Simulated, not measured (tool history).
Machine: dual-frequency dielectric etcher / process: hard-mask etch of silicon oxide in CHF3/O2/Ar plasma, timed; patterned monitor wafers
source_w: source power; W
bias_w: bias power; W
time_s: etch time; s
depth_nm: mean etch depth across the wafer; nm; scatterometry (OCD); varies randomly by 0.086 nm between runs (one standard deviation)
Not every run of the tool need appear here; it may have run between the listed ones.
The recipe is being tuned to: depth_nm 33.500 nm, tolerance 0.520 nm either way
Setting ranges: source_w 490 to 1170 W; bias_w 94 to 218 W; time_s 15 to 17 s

run	day	source_w	bias_w	time_s	depth_nm
1	0.000	830	156	17	31.412
2	0.358	870	157	17	32.157
3	0.525	890	158	17	32.478
4	0.796	910	158	17	32.860
5	1.017	910	158	17	32.850
6	1.062	1010	158	17	34.615
7	1.121	990	158	17	34.331
8	1.262	980	158	17	34.080

Below are 4 possible settings for the next run. Only one of them brings all results inside the allowed miss of their targets. Which is it?
A	1.404	1090	133	17	?
B	1.404	1070	147	17	?
C	1.404	960	150	17	?
D	1.404	1000	163	17	?

move	depth_nm
A	34.654
B	35.092
C	33.494
D	34.791
A: its largest miss is bigger than the last run's
B: its largest miss is bigger than the last run's
C: every result lands within tolerance
D: its largest miss is bigger than the last run's
Go with C: it meets all targets.
